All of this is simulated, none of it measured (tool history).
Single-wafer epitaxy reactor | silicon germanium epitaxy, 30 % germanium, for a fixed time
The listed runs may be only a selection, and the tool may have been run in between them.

run,hour,wafer temperature setpoint (pyrometer-controlled) (K),chamber pressure (Pa),mean film thickness on the monitor wafer (nm)
1,0.0,853.15,2000,37.303
2,4.7,853.15,2333,38.306
3,7.4,850.15,2333,36.417
4,8.2,850.15,2520,37.829
5,12.0,850.15,2800,38.706
6,13.9,854.15,2800,41.635

What does the tool deliver on the next run?
7,16.1,849.15,2786,?

mean film thickness on the monitor wafer (nm): 38.134
